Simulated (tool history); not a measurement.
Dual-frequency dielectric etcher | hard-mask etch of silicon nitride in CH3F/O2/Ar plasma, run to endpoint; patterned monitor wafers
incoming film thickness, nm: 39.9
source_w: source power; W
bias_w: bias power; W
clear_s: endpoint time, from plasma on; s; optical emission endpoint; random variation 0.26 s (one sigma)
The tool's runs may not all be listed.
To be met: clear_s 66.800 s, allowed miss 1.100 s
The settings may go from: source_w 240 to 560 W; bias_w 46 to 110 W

run	day	source_w	bias_w	clear_s
1	0.000	400	78	55.653
2	0.362	350	75	60.205
3	0.692	350	70	62.053
4	1.038	330	70	64.085
5	1.079	290	70	69.370
6	1.133	260	70	73.956
7	1.471	280	70	71.004
8	1.683	290	70	69.449
9	1.908	290	70	68.679

Which of these 4 next moves meets every target?
A	2.133	270	77	?
B	2.133	260	80	?
C	2.133	280	67	?
D	2.133	300	74	?

move	clear_s
A	69.969
B	70.777
C	71.743
D	66.356
A: further off than the last run
B: further off than the last run
C: further off than the last run
D: meets every target
Move D is the one to make.

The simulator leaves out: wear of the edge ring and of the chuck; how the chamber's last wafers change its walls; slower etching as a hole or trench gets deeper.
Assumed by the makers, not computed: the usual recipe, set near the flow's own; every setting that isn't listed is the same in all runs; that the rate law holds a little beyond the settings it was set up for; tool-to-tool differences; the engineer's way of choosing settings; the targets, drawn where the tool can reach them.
